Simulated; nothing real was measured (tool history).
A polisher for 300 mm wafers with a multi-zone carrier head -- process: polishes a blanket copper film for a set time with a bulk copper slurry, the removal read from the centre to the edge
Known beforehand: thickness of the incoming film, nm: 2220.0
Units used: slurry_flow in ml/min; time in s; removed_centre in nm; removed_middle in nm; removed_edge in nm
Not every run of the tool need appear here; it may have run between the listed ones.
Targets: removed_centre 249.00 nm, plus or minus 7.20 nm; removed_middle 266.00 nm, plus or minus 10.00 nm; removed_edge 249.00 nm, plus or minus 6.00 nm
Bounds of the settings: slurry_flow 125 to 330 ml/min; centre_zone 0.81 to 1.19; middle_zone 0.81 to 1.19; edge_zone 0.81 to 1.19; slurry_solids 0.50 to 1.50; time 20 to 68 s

Run 1, hour 0.0: slurry_flow 210 ml/min, centre_zone 1.00, middle_zone 1.00, edge_zone 1.00, slurry_solids 1.00, time 44 s. Result: removed_centre 389.98 nm, removed_middle 393.30 nm, removed_edge 386.92 nm.
Run 2, hour 2.3: slurry_flow 210 ml/min, centre_zone 1.04, middle_zone 1.00, edge_zone 1.00, slurry_solids 1.00, time 44 s. Result: removed_centre 404.24 nm, removed_middle 400.02 nm, removed_edge 382.60 nm.
Run 3, hour 5.2: slurry_flow 210 ml/min, centre_zone 1.04, middle_zone 1.00, edge_zone 1.00, slurry_solids 1.20, time 44 s. Result: removed_centre 421.23 nm, removed_middle 416.99 nm, removed_edge 394.63 nm.
Run 4, hour 13.8: slurry_flow 210 ml/min, centre_zone 1.04, middle_zone 1.00, edge_zone 1.03, slurry_solids 1.20, time 44 s. Result: removed_centre 414.85 nm, removed_middle 397.71 nm, removed_edge 403.26 nm.
Run 5, hour 16.7: slurry_flow 185 ml/min, centre_zone 1.04, middle_zone 1.00, edge_zone 1.03, slurry_solids 1.20, time 44 s. Result: removed_centre 403.62 nm, removed_middle 399.15 nm, removed_edge 396.64 nm.
Run 6, hour 20.0: slurry_flow 180 ml/min, centre_zone 1.02, middle_zone 0.98, edge_zone 1.00, slurry_solids 1.10, time 42 s. Result: removed_centre 380.94 nm, removed_middle 362.82 nm, removed_edge 367.20 nm.
Run 7, hour 21.3: slurry_flow 180 ml/min, centre_zone 1.02, middle_zone 0.98, edge_zone 1.00, slurry_solids 1.10, time 42 s. Result: removed_centre 376.52 nm, removed_middle 366.78 nm, removed_edge 362.72 nm.
Run 8, hour 22.0: slurry_flow 170 ml/min, centre_zone 0.99, middle_zone 0.97, edge_zone 0.97, slurry_solids 1.00, time 41 s. Result: removed_centre 351.17 nm, removed_middle 340.46 nm, removed_edge 342.34 nm.
Run 9, hour 28.6: slurry_flow 165 ml/min, centre_zone 0.97, middle_zone 0.98, edge_zone 0.95, slurry_solids 0.90, time 40 s. Result: removed_centre 322.86 nm, removed_middle 331.37 nm, removed_edge 323.35 nm.
Run 10, hour 37.0: slurry_flow 175 ml/min, centre_zone 0.95, middle_zone 0.93, edge_zone 0.85, slurry_solids 0.65, time 33 s. Result: removed_centre 252.49 nm, removed_middle 252.55 nm, removed_edge 239.79 nm.

Which of these 4 next moves meets every target?
Run A, hour 45.4: slurry_flow 170 ml/min, centre_zone 0.98, middle_zone 0.95, edge_zone 0.82, slurry_solids 0.60, time 33 s. Result: removed_centre ?, removed_middle ?, removed_edge ?.
Run B, hour 45.4: slurry_flow 175 ml/min, centre_zone 0.86, middle_zone 1.13, edge_zone 0.81, slurry_solids 0.55, time 33 s. Result: removed_centre ?, removed_middle ?, removed_edge ?.
Run C, hour 45.4: slurry_flow 205 ml/min, centre_zone 0.83, middle_zone 1.00, edge_zone 0.91, slurry_solids 0.55, time 33 s. Result: removed_centre ?, removed_middle ?, removed_edge ?.
Run D, hour 45.4: slurry_flow 145 ml/min, centre_zone 0.92, middle_zone 0.99, edge_zone 0.87, slurry_solids 0.75, time 34 s. Result: removed_centre ?, removed_middle ?, removed_edge ?.

move  removed_centre  removed_middle  removed_edge
   A          253.59          252.34        231.81
   B          230.45          289.86        227.61
   C          231.87          268.44        244.78
   D          250.41          270.49        248.43
A: further off than the last run
B: further off than the last run
C: corrects the largest miss of the last run, while another result sits out of spec
D: meets every target
D meets every target.

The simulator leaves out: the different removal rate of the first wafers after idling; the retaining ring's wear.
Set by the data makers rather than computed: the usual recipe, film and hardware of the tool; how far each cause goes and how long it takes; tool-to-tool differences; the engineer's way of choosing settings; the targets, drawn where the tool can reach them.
